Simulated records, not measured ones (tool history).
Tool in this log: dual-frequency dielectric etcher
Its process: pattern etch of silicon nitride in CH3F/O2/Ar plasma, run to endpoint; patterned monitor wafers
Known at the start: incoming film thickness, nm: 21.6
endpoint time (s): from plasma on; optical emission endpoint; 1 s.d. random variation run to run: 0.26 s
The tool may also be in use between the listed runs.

Run 1, hour 0: source power (kW) 0.31, bias power (kW) 0.065. Result: endpoint time (s) 37.914.
Run 2, hour 8: source power (kW) 0.31, bias power (kW) 0.056. Result: endpoint time (s) 40.511.
Run 3, hour 10: source power (kW) 0.32, bias power (kW) 0.057. Result: endpoint time (s) 39.667.
Run 4, hour 11.5: source power (kW) 0.33, bias power (kW) 0.058. Result: endpoint time (s) 38.551.
Run 5, hour 17.9: source power (kW) 0.34, bias power (kW) 0.058. Result: endpoint time (s) 38.319.
Run 6, hour 24.6: source power (kW) 0.28, bias power (kW) 0.058. Result: endpoint time (s) 41.867.
Run 7, hour 30.4: source power (kW) 0.3, bias power (kW) 0.059. Result: endpoint time (s) 40.359.
Run 8, hour 34.3: source power (kW) 0.31, bias power (kW) 0.06. Result: endpoint time (s) 39.457.
Run 9, hour 40.9: source power (kW) 0.32, bias power (kW) 0.061. Result: endpoint time (s) 38.213.

Expected results for the next run?
Run 10, hour 46.7: source power (kW) 0.33, bias power (kW) 0.061. Result: endpoint time (s) ?.

endpoint time (s): 37.93

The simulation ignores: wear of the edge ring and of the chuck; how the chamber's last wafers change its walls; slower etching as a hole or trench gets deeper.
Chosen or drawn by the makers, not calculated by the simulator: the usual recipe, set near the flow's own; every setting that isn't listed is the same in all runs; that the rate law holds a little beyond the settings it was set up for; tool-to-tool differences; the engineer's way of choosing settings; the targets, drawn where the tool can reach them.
